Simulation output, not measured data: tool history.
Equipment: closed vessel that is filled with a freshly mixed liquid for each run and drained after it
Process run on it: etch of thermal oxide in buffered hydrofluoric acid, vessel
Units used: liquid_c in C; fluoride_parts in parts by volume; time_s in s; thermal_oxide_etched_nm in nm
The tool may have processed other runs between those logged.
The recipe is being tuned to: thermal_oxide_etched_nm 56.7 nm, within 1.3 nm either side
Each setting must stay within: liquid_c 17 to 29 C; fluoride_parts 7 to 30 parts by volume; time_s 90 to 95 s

run,hour,liquid_c,fluoride_parts,time_s,thermal_oxide_etched_nm
1,0,21,19,90,46.417
2,1.6,21.5,19,90,47.55
3,6.7,21.5,24,90,39.667
4,11.9,23.5,24,90,44.573
5,21.2,24,24,90,45.843
6,26.8,21.5,24,90,39.64
7,33,22.5,24,90,42.331
8,40.3,23,24,90,43.509
9,46.3,23.5,24,90,44.208
10,55.6,24,24,90,45.239
11,56.9,24.5,24,90,46.526
12,58.6,25,24,90,47.694
13,64,25.5,24,90,49.846
14,69.5,26,24,90,50.664
15,71.4,26.5,24,90,52.145
16,75.4,27.5,24,90,55.241

Exercise: of the 4 proposed moves below, exactly one satisfies all targets within the stated allowed misses. Which move is it?
A,79.4,28.5,30,95,?
B,79.4,25,19,90,?
C,79.4,28.5,22.5,90,?
D,79.4,29,23.5,90,?

move,thermal_oxide_etched_nm
A,53.052
B,57.788
C,61.186
D,60.995
A: further off than the last run
B: every result within its allowed miss
C: the result that was furthest off in the last run now lies on the other side of its target
D: the result that was furthest off in the last run now lies on the other side of its target
B meets every target.
